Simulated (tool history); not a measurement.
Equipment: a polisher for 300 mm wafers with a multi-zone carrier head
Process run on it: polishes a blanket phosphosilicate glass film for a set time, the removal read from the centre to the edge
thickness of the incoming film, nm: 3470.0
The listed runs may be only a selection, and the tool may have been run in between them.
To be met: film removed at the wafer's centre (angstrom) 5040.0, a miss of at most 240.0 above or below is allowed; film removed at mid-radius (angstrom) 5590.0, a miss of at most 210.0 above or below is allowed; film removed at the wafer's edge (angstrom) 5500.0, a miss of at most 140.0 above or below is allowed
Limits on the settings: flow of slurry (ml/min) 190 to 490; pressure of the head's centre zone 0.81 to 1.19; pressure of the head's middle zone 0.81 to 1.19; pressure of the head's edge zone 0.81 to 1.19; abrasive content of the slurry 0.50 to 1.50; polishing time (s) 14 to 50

run  hour  flow of slurry (ml/min)  pressure of the head's centre zone  pressure of the head's middle zone  pressure of the head's edge zone  abrasive content of the slurry  polishing time (s)  film removed at the wafer's centre (angstrom)  film removed at mid-radius (angstrom)  film removed at the wafer's edge (angstrom)
  1   0.0                      315                                1.00                                1.00                              1.00                            1.00                  32                                         3999.4                                 3963.1                                       4041.8
  2   7.9                      315                                1.00                                1.00                              1.05                            1.00                  32                                         4009.5                                 3969.6                                       4163.1
  3  14.5                      320                                1.00                                1.03                              1.08                            1.10                  32                                         4370.1                                 4302.1                                       4438.1
  4  20.9                      320                                1.00                                1.03                              1.13                            1.10                  32                                         4142.5                                 4372.5                                       4547.7
  5  27.9                      395                                1.00                                1.03                              1.13                            1.10                  32                                         4349.4                                 4442.4                                       4600.3
  6  29.7                      395                                1.07                                1.03                              1.13                            1.10                  32                                         4648.6                                 4377.1                                       4587.8
  7  36.7                      390                                1.05                                1.05                              1.14                            1.15                  32                                         4648.0                                 4613.9                                       4737.4
  8  38.9                      390                                1.04                                1.06                              1.15                            1.20                  32                                         4753.5                                 4793.8                                       4953.5
  9  42.5                      390                                1.04                                1.08                              1.16                            1.25                  32                                         4852.1                                 4952.1                                       5058.1
 10  50.2                      390                                1.03                                1.09                              1.17                            1.30                  32                                         4981.0                                 5081.6                                       5165.5
 11  51.5                      390                                1.02                                1.10                              1.17                            1.30                  32                                         4739.7                                 5019.4                                       5157.0
 12  59.8                      390                                1.02                                1.12                              1.17                            1.35                  32                                         4979.1                                 5305.2                                       5251.8
 13  67.9                      390                                1.02                                1.12                              1.17                            1.35                  32                                         4839.3                                 5210.7                                       5184.3
 14  68.8                      390                                1.02                                1.13                              1.17                            1.40                  32                                         5101.9                                 5189.5                                       5366.0
 15  73.8                      395                                1.01                                1.14                              1.17                            1.40                  32                                         4977.8                                 5341.4                                       5389.5
 16  74.6                      400                                1.01                                1.15                              1.17                            1.40                  32                                         4996.8                                 5401.7                                       5343.6

Which one of the following 5 next-run settings gets every result inside its allowed miss? There is exactly one.
  A  75.4                      380                                0.95                                1.10                              1.19                            1.30                  36                                              ?                                      ?                                            ?
  B  75.4                      400                                0.97                                1.12                              1.13                            1.30                  35                                              ?                                      ?                                            ?
  C  75.4                      440                                0.88                                1.12                              1.15                            1.40                  33                                              ?                                      ?                                            ?
  D  75.4                      415                                1.06                                1.17                              1.10                            1.35                  32                                              ?                                      ?                                            ?
  E  75.4                      295                                0.84                                0.89                              1.19                            1.50                  35                                              ?                                      ?                                            ?

move  film removed at the wafer's centre (angstrom)  film removed at mid-radius (angstrom)  film removed at the wafer's edge (angstrom)
   A                                         5059.5                                 5656.3                                       5939.4
   B                                         5046.4                                 5583.9                                       5638.3
   C                                         4500.2                                 5492.1                                       5584.8
   D                                         5154.5                                 5356.4                                       5186.6
   E                                         4509.3                                 5050.7                                       6058.9
A: takes the biggest miss from the last run beyond its target
B: every result lands within tolerance
C: corrects the largest miss of the last run, while another result sits out of spec
D: further off than the last run
E: takes the biggest miss from the last run beyond its target
Correct choice: B, which meets every target
